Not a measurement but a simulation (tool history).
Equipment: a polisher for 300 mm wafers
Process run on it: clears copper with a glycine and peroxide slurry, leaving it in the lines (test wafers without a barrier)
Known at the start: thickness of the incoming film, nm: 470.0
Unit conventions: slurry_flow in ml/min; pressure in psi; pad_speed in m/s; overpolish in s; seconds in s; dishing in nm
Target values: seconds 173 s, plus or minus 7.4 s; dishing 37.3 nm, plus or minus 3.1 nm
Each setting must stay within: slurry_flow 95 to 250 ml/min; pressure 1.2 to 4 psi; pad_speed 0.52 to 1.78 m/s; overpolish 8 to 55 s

| run | hour | slurry_flow | pressure | pad_speed | overpolish | seconds | dishing |
|---|---|---|---|---|---|---|---|
| 1 | 0 | 160 | 2.6 | 1.14 | 28 | 71.234 | 106.14 |
| 2 | 7.1 | 155 | 2.2 | 0.96 | 23 | 96.186 | 73.868 |
| 3 | 15.8 | 155 | 2.7 | 0.96 | 23 | 82.178 | 87.083 |
| 4 | 21.2 | 155 | 2.7 | 0.96 | 14 | 82.223 | 58.497 |
| 5 | 25.6 | 155 | 2.1 | 0.96 | 14 | 100.49 | 46.148 |
| 6 | 26.6 | 150 | 1.8 | 0.88 | 16 | 122.76 | 45.238 |
| 7 | 32.3 | 145 | 1.6 | 0.84 | 16 | 139.03 | 41.036 |
| 8 | 39 | 140 | 1.5 | 0.84 | 17 | 142.22 | 40.758 |
| 9 | 43.3 | 135 | 1.2 | 0.66 | 20 | 191.5 | 34.892 |
| 10 | 47 | 140 | 1.3 | 0.66 | 20 | 184.57 | 38.369 |
| 11 | 54.2 | 140 | 1.3 | 0.66 | 19 | 187.61 | 36.871 |

Exactly one of the 5 candidate moves below puts every result within its allowed miss. Which one?
| A | 61.4 | 135 | 1.5 | 0.74 | 14 | ? | ? |
| B | 61.4 | 140 | 1.2 | 0.6 | 21 | ? | ? |
| C | 61.4 | 135 | 1.3 | 0.74 | 18 | ? | ? |
| D | 61.4 | 140 | 1.4 | 0.78 | 17 | ? | ? |
| E | 61.4 | 130 | 1.5 | 0.76 | 19 | ? | ? |

| move | seconds | dishing |
|---|---|---|
| A | 159.59 | 32.113 |
| B | 205.41 | 37.022 |
| C | 174.78 | 37.043 |
| D | 160.05 | 38.078 |
| E | 158.14 | 42.602 |
A: carries the result that was furthest off beyond its target, to the other side
B: moves away from the targets compared with the last run
C: every result lands within tolerance
D: carries the result that was furthest off beyond its target, to the other side
E: carries the result that was furthest off beyond its target, to the other side
C meets every target.
